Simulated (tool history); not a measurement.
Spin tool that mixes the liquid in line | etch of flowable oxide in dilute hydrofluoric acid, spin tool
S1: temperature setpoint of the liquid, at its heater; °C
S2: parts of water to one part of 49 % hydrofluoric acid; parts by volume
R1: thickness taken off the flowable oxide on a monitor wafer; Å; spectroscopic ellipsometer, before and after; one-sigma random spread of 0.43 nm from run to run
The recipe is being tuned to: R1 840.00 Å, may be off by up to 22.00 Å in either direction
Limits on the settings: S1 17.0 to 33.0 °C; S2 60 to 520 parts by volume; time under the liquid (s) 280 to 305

run 1 day=0.000 | S1=25.0 S2=290 time_under_the_liquid_(s)=280 | R1=299.30
run 2 day=0.304 | S1=26.5 S2=290 time_under_the_liquid_(s)=280 | R1=314.72
run 3 day=0.658 | S1=27.0 S2=270 time_under_the_liquid_(s)=280 | R1=352.69
run 4 day=0.692 | S1=27.5 S2=255 time_under_the_liquid_(s)=280 | R1=386.34
run 5 day=0.733 | S1=29.0 S2=255 time_under_the_liquid_(s)=280 | R1=400.21
run 6 day=0.975 | S1=29.0 S2=255 time_under_the_liquid_(s)=305 | R1=438.95
run 7 day=1.079 | S1=29.5 S2=240 time_under_the_liquid_(s)=305 | R1=487.21
run 8 day=1.204 | S1=33.0 S2=135 time_under_the_liquid_(s)=305 | R1=1110.90
run 9 day=1.404 | S1=29.0 S2=135 time_under_the_liquid_(s)=305 | R1=970.50
run 10 day=1.712 | S1=25.0 S2=140 time_under_the_liquid_(s)=305 | R1=802.01
-- day=1.783 thermometer replaced
run 11 day=1.783 | S1=26.5 S2=140 time_under_the_liquid_(s)=305 | R1=787.12

Next run, 4 choices. One meets every target within its allowed miss, the rest don't. Which?
run A day=1.854 | S1=27.0 S2=130 time_under_the_liquid_(s)=290 | R1=?
run B day=1.854 | S1=27.0 S2=145 time_under_the_liquid_(s)=305 | R1=?
run C day=1.854 | S1=27.5 S2=150 time_under_the_liquid_(s)=290 | R1=?
run D day=1.854 | S1=26.5 S2=155 time_under_the_liquid_(s)=300 | R1=?

move=A R1=833.62
move=B R1=771.49
move=C R1=717.90
move=D R1=688.37
A: every result lands within tolerance
B: the biggest miss grows against the last run
C: the biggest miss grows against the last run
D: the biggest miss grows against the last run
Correct choice: A, which meets every target
